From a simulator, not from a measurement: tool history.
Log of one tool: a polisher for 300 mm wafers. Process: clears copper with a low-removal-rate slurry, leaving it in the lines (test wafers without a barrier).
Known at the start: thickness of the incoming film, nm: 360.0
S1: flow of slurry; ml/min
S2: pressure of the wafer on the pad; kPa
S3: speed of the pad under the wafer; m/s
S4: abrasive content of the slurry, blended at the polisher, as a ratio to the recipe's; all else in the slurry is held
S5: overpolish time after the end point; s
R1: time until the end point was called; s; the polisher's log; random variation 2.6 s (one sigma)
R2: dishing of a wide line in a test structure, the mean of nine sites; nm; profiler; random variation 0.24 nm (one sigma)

{"run": 1, "day": 0.0, "S1": 120, "S2": 14.5, "S3": 1.1, "S4": 1.0, "S5": 14, "R1": 144.82, "R2": 25.95}
{"run": 2, "day": 0.142, "S1": 120, "S2": 14.5, "S3": 1.1, "S4": 1.0, "S5": 10, "R1": 146.6, "R2": 19.89}
{"run": 3, "day": 0.225, "S1": 120, "S2": 14.5, "S3": 0.88, "S4": 1.0, "S5": 10, "R1": 167.96, "R2": 16.775}
{"run": 4, "day": 0.396, "S1": 115, "S2": 13.8, "S3": 0.88, "S4": 1.0, "S5": 11, "R1": 179.39, "R2": 17.139}
{"run": 5, "day": 0.533, "S1": 110, "S2": 13.8, "S3": 0.88, "S4": 1.0, "S5": 11, "R1": 180.86, "R2": 17.251}
{"run": 6, "day": 0.888, "S1": 110, "S2": 13.8, "S3": 0.88, "S4": 1.1, "S5": 11, "R1": 178.59, "R2": 17.281}
{"run": 7, "day": 0.925, "S1": 110, "S2": 13.8, "S3": 0.88, "S4": 1.1, "S5": 11, "R1": 178.45, "R2": 17.54}

Run 8 comes next. What will it give?
{"run": 8, "day": 1.071, "S1": 105, "S2": 13.1, "S3": 0.88, "S4": 1.1, "S5": 11, "R1": "?", "R2": "?"}

Run 8 gave R1 185.15 s, R2 16.429 nm.
